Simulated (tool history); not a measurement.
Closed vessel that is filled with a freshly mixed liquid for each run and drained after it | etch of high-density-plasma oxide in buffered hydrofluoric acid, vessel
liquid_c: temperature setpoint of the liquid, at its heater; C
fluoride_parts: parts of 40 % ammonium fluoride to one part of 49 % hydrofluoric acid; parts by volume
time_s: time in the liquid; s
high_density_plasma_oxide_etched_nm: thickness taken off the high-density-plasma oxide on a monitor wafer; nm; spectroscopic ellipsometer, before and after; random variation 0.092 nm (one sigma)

run	day	liquid_c	fluoride_parts	time_s	high_density_plasma_oxide_etched_nm
1	0.000	22.0	8.5	35	64.042
2	0.358	22.0	8.5	30	54.775
3	0.612	21.0	9.5	30	45.937
4	0.900	20.0	10.0	30	41.523
5	1.146	20.0	12.0	30	35.691
6	1.375	20.0	12.0	35	41.665
7	1.633	19.5	12.5	35	39.037
8	1.862	19.0	13.0	35	36.453
9	2.188	18.5	13.5	35	34.093
10	2.354	18.0	13.5	35	33.346

Forecast run 11:
11	2.617	17.5	14.0	35	?

high_density_plasma_oxide_etched_nm: 31.207 nm
